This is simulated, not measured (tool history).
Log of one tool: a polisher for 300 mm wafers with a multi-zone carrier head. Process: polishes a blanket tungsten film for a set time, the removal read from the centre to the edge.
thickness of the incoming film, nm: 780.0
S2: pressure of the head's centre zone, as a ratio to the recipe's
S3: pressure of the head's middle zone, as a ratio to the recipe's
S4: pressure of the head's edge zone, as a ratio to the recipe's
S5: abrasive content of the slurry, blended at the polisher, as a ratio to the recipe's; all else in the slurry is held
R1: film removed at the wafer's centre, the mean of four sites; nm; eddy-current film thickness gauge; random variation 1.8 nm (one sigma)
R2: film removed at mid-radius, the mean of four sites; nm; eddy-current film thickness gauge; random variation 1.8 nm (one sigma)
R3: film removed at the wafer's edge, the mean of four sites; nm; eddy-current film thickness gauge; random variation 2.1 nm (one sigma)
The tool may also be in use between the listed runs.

run 1 day=0 | flow_of_slurry_(ml/min)=210 S2=1 S3=1 S4=1 S5=1 polishing_time_(s)=44 | R1=145.37 R2=146.94 R3=147.19
run 2 day=0.046 | flow_of_slurry_(ml/min)=220 S2=0.99 S3=1.04 S4=1.02 S5=1.1 polishing_time_(s)=44 | R1=147.46 R2=155 R3=152.11
run 3 day=0.3 | flow_of_slurry_(ml/min)=230 S2=0.98 S3=1.08 S4=1.02 S5=1.2 polishing_time_(s)=45 | R1=159.34 R2=167.87 R3=159.65
run 4 day=0.45 | flow_of_slurry_(ml/min)=235 S2=0.95 S3=1.11 S4=1.02 S5=1.25 polishing_time_(s)=46 | R1=158.9 R2=179.31 R3=161.54
run 5 day=0.654 | flow_of_slurry_(ml/min)=185 S2=0.95 S3=1.11 S4=1.02 S5=1.25 polishing_time_(s)=46 | R1=152.07 R2=174.82 R3=158.61
run 6 day=0.779 | flow_of_slurry_(ml/min)=185 S2=0.95 S3=1.11 S4=1.02 S5=1.25 polishing_time_(s)=37 | R1=123.82 R2=137.32 R3=132.8
run 7 day=0.846 | flow_of_slurry_(ml/min)=190 S2=0.94 S3=1.13 S4=1.04 S5=1.3 polishing_time_(s)=40 | R1=135.69 R2=158.23 R3=144.28
run 8 day=1.108 | flow_of_slurry_(ml/min)=195 S2=0.94 S3=1.13 S4=1.07 S5=1.35 polishing_time_(s)=41 | R1=141.58 R2=161.56 R3=152.22
run 9 day=1.433 | flow_of_slurry_(ml/min)=205 S2=0.93 S3=1.14 S4=1.08 S5=1.4 polishing_time_(s)=43 | R1=143.47 R2=171.48 R3=160.16
run 10 day=1.467 | flow_of_slurry_(ml/min)=210 S2=0.93 S3=1.15 S4=1.08 S5=1.4 polishing_time_(s)=44 | R1=147.88 R2=180.34 R3=165.57
run 11 day=1.762 | flow_of_slurry_(ml/min)=220 S2=0.94 S3=1.16 S4=1.08 S5=1.4 polishing_time_(s)=45 | R1=153.9 R2=183.77 R3=167.94
run 12 day=1.858 | flow_of_slurry_(ml/min)=225 S2=0.94 S3=1.17 S4=1.08 S5=1.4 polishing_time_(s)=46 | R1=160.96 R2=189.97 R3=172.62
run 13 day=2.008 | flow_of_slurry_(ml/min)=225 S2=0.94 S3=1.17 S4=1.08 S5=1.4 polishing_time_(s)=46 | R1=158.89 R2=190.83 R3=176.02
run 14 day=2.312 | flow_of_slurry_(ml/min)=230 S2=0.93 S3=1.17 S4=1.07 S5=1.4 polishing_time_(s)=47 | R1=164.59 R2=195.7 R3=173.72
run 15 day=2.354 | flow_of_slurry_(ml/min)=235 S2=0.92 S3=1.17 S4=1.08 S5=1.4 polishing_time_(s)=47 | R1=160.09 R2=196.09 R3=174.63
run 16 day=2.679 | flow_of_slurry_(ml/min)=240 S2=0.92 S3=1.17 S4=1.08 S5=1.4 polishing_time_(s)=47 | R1=162.2 R2=194.7 R3=174.18

The next listed run, before its measurement:
run 17 day=3.029 | flow_of_slurry_(ml/min)=240 S2=0.92 S3=1.17 S4=1.08 S5=1.4 polishing_time_(s)=48 | R1=? R2=? R3=?

R1: 167.52 nm
R2: 201.97 nm
R3: 177.65 nm
